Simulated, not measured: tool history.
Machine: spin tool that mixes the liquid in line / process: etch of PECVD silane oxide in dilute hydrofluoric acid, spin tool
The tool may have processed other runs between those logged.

run	hour	temperature setpoint of the liquid (C)	parts of water to one part of 49 % hydrofluoric acid (parts by volume)	time under the liquid (s)	thickness taken off the PECVD silane oxide on a monitor wafer (angstrom)
1	0.0	22.0	55	65	241.98
2	4.5	19.5	55	65	217.38
3	7.5	22.0	55	65	243.69
4	13.1	22.0	55	65	242.61
5	21.8	22.0	55	70	261.46
6	23.3	25.5	55	70	296.92
7	25.4	26.5	55	70	314.46

For run 8, what comes out?
8	34.0	27.0	55	70	?

thickness taken off the PECVD silane oxide on a monitor wafer (angstrom): 319.60

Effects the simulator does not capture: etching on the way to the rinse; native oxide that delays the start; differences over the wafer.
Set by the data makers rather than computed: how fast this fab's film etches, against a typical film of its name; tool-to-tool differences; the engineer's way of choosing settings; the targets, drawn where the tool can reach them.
